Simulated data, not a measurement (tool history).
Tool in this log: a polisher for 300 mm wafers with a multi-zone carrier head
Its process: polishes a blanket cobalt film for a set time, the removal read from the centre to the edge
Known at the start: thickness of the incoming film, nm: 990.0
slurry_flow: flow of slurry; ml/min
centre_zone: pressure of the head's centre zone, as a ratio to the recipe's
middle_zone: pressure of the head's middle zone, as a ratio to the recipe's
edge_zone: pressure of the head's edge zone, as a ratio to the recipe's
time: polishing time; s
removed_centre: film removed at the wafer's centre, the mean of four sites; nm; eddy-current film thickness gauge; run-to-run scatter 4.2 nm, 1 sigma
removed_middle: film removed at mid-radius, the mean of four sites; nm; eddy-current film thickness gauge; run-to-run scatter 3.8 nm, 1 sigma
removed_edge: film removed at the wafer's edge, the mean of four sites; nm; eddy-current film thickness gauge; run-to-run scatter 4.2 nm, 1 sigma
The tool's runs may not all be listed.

| run | hour | slurry_flow | centre_zone | middle_zone | edge_zone | time | removed_centre | removed_middle | removed_edge |
|---|---|---|---|---|---|---|---|---|---|
| 1 | 0.0 | 300 | 1.00 | 1.00 | 1.00 | 81 | 283.99 | 285.29 | 287.83 |
| 2 | 4.6 | 300 | 1.00 | 1.00 | 1.00 | 101 | 359.41 | 351.27 | 368.68 |
| 3 | 11.4 | 305 | 1.02 | 1.00 | 0.98 | 100 | 361.64 | 353.56 | 355.16 |
| 4 | 17.3 | 275 | 1.02 | 1.00 | 0.98 | 100 | 350.30 | 346.63 | 355.71 |
| 5 | 19.1 | 275 | 1.02 | 1.08 | 0.98 | 100 | 350.89 | 362.41 | 351.61 |
| 6 | 20.6 | 280 | 1.04 | 1.07 | 0.97 | 99 | 349.74 | 356.26 | 339.16 |
| 7 | 25.5 | 285 | 1.06 | 1.06 | 0.97 | 99 | 364.42 | 358.99 | 360.83 |
| 8 | 28.0 | 305 | 1.07 | 1.04 | 0.94 | 98 | 374.93 | 358.48 | 348.93 |

What will run 9 give?
|  | 32.2 | slurry nozzle cleaned |
| 9 | 32.2 | 305 | 1.08 | 1.03 | 0.93 | 97 | ? | ? | ? |

For run 9 the tool returned removed_centre 396.47 nm, removed_middle 366.85 nm, removed_edge 356.63 nm.

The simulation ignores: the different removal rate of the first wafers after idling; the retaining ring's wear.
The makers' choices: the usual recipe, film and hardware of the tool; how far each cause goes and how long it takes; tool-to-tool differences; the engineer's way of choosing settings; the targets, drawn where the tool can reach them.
